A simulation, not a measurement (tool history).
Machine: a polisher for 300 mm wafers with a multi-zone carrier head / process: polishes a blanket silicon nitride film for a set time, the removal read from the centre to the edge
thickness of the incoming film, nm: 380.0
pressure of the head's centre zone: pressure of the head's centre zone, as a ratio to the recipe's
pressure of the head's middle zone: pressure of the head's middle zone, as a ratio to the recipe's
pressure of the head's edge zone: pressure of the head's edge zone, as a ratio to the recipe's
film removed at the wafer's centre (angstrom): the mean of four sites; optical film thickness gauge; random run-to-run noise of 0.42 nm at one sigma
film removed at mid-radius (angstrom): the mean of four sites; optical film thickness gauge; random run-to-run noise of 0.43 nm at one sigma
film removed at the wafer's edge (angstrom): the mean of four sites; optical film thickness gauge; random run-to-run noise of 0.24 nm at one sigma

run	hour	flow of slurry (ml/min)	pressure of the head's centre zone	pressure of the head's middle zone	pressure of the head's edge zone	polishing time (s)	film removed at the wafer's centre (angstrom)	film removed at mid-radius (angstrom)	film removed at the wafer's edge (angstrom)
1	0.0	145	1.00	1.00	1.00	46	721.55	727.99	705.90
2	1.4	145	1.00	1.00	1.00	37	576.57	582.54	576.69
3	7.9	145	1.06	1.00	1.00	37	626.88	579.81	568.26
4	14.1	135	1.07	1.03	0.94	34	565.18	545.55	503.08
5	14.9	125	1.09	1.04	0.90	32	526.22	494.82	456.08
6	17.4	125	1.09	1.04	0.90	22	364.24	346.95	315.79
7	19.9	150	1.11	1.08	0.95	22	386.66	368.27	338.87
8	20.9	165	1.13	1.12	0.93	23	424.70	404.91	351.91
9	29.4	180	1.13	1.14	0.94	23	425.27	418.04	350.84
10	33.2	190	1.14	1.15	0.96	24	454.83	449.56	374.88

What will run 11 give?
11	39.4	200	1.14	1.15	0.97	24	?	?	?

film removed at the wafer's centre (angstrom): 462.59
film removed at mid-radius (angstrom): 454.22
film removed at the wafer's edge (angstrom): 381.23

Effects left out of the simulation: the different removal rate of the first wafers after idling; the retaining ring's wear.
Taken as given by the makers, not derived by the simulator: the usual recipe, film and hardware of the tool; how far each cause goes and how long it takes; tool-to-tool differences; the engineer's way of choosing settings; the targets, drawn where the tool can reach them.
